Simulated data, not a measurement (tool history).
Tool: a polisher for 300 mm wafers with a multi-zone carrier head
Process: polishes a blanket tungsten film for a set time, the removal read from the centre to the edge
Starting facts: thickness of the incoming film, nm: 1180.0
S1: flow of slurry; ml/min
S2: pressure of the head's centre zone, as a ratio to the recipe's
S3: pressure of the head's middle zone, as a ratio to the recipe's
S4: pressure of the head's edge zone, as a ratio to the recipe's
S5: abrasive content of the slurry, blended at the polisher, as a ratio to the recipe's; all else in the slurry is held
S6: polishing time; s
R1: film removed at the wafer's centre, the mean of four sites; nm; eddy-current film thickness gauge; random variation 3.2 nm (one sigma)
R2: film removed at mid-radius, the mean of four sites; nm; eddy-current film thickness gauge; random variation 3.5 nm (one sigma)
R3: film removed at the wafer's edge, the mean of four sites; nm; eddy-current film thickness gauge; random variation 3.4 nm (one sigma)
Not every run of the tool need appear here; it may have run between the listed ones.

run,hour,S1,S2,S3,S4,S5,S6,R1,R2,R3
1,0,250,1,1,1,1,37,163.99,166.47,168.75
2,8.4,260,1.03,1.05,0.99,1.15,39,188.28,191.88,183.88
3,13.4,260,1.03,1.05,0.99,1.15,47,224.73,229.84,220.92
4,18.7,260,0.97,1.05,0.99,1.15,47,217.97,231.07,222.15
5,23,270,1,1.08,0.98,1.2,47,227.42,235.93,227.44
6,28.1,240,1.02,1.11,0.94,1.25,48,229.49,254.93,228.62
7,35.3,255,1.05,1.13,0.93,1.25,48,236.77,255.57,223.97
8,39.3,260,1.07,1.14,0.93,1.3,48,249.7,261.55,232.67

The next listed run, before its measurement:
9,45.4,265,1.08,1.15,0.92,1.3,48,?,?,?

R1: 246.35 nm
R2: 263.69 nm
R3: 230.17 nm
